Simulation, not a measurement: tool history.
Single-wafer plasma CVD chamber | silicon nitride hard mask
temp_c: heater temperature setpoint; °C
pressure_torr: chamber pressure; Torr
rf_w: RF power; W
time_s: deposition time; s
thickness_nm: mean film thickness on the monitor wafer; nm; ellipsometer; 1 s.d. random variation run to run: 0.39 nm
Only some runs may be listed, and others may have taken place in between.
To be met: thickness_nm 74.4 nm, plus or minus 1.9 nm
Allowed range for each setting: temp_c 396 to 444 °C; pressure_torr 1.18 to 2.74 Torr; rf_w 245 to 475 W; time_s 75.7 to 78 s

run	hour	temp_c	pressure_torr	rf_w	time_s	thickness_nm
1	0	420	1.96	360	75.7	99.03
2	7.2	420	1.78	325	75.7	89.397
3	15.1	412	1.78	325	75.7	90.267
4	23.1	412	1.78	350	75.7	94.765
5	28.6	412	1.63	325	75.7	88.412
6	29.1	412	1.52	305	75.7	81.786
7	30	412	1.43	300	75.7	79.984
8	33.8	412	1.21	270	75.7	70.033
9	41	412	1.27	270	75.7	70.903
10	45.6	412	1.27	270	75.7	71.207

Which of these 5 next moves meets every target?
A	50.2	415	1.2	265	76	?
B	50.2	413	1.3	285	75.7	?
C	50.2	421	1.22	260	77.5	?
D	50.2	408	1.23	245	75.7	?
E	50.2	420	1.54	245	76.4	?

move	thickness_nm
A	69.582
B	75.389
C	69.854
D	65.004
E	68.766
A: the biggest miss grows against the last run
B: every result lands within tolerance
C: the biggest miss grows against the last run
D: the biggest miss grows against the last run
E: the biggest miss grows against the last run
The move that meets every target is B.
